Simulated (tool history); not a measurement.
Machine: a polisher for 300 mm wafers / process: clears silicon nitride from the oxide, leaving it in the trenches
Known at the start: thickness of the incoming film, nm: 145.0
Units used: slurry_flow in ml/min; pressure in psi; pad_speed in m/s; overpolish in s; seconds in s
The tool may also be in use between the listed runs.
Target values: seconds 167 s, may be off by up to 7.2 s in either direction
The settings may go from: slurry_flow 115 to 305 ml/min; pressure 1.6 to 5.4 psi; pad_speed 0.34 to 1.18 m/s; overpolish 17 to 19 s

run  hour  slurry_flow  pressure  pad_speed  overpolish  seconds
  1     0          195       3.5       0.76          17      155
  2   6.6          195       4.3       0.76          17   123.81
  3  13.1          195       4.2       0.76          17    127.9
  4  14.5          195       4.1       0.76          17   128.32
  5  17.3          195         4       0.76          17   131.46
  6  21.6          215         4       0.76          17   131.75
  7  23.3          215       3.9       0.76          17   134.27
  8  32.2          210         3       0.74          17   179.36

Which one of the following 5 next-run settings gets every result inside its allowed miss? There is exactly one.
  A  41.1          200       3.1       0.78          17        ?
  B  41.1          240       3.2       0.68          17        ?
  C  41.1          185       2.8       0.72          17        ?
  D  41.1          180       2.6       0.86          17        ?
  E  41.1          205       2.9       0.72          17        ?

move  seconds
   A   168.68
   B   183.11
   C      203
   D   184.09
   E   193.85
A: all results land within tolerance of their targets
B: the biggest miss grows against the last run
C: the biggest miss grows against the last run
D: the biggest miss grows against the last run
E: the biggest miss grows against the last run
Move A is the one to make.
